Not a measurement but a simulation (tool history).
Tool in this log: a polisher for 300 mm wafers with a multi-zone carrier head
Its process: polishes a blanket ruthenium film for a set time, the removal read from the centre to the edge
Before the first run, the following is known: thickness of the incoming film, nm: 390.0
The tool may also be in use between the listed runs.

run  hour  flow of slurry (ml/min)  pressure of the head's centre zone  pressure of the head's middle zone  pressure of the head's edge zone  polishing time (s)  film removed at the wafer's centre (Å)  film removed at mid-radius (Å)  film removed at the wafer's edge (Å)
  1     0                      180                                   1                                   1                                 1                  39                                  298.35                          295.32                                288.68
  2   4.6                      175                                1.01                                0.97                              0.98                  37                                  277.95                          269.76                                277.42
  3  13.2                      175                                0.93                                0.97                              0.98                  37                                  257.86                          264.87                                 276.9
  4  14.6                      175                                0.93                                0.97                              0.98                  43                                     297                          311.35                                317.47
  5  18.6                      175                                0.98                                0.97                              0.98                  43                                  316.44                          320.02                                317.26
  6  22.9                      175                                0.98                                0.97                              1.02                  43                                  312.35                          323.52                                324.17
  7    31                      180                                   1                                0.96                              0.99                  40                                  297.17                          292.97                                 301.2
  8    32                      175                                1.02                                0.95                              0.96                  38                                  290.23                          269.46                                274.86
  9  40.4                      170                                1.02                                0.93                              0.93                  37                                  272.02                          259.54                                266.97
 10  46.7                      170                                1.04                                0.91                              0.92                  36                                  272.75                          253.24                                258.08
 11  48.6                      170                                1.06                                0.89                              0.92                  34                                  268.76                             231                                243.96
 12  55.4                      165                                1.06                                0.88                              0.91                  33                                  259.85                          217.17                                231.36
 13  61.2                      155                                1.06                                0.87                              0.91                  33                                  247.96                          214.18                                232.29
 14  67.6                      150                                1.07                                0.86                               0.9                  33                                  255.53                          211.28                                226.55
 15  71.8                      125                                1.04                                0.81                              0.89                  32                                  226.09                          182.33                                216.23
 16    74                      125                                1.04                                0.81                              0.89                  32                                  222.58                          188.83                                215.21
 17  76.9                      125                                1.04                                0.81                              0.89                  32                                  223.84                          182.78                                214.65

Estimate the outcome of run 18 from the log above:
 18    84                      130                                1.05                                0.81                              0.88                  32                                       ?                               ?                                     ?

For run 18 the tool returned film removed at the wafer's centre (Å) 229.32, film removed at mid-radius (Å) 188.98, film removed at the wafer's edge (Å) 215.21.
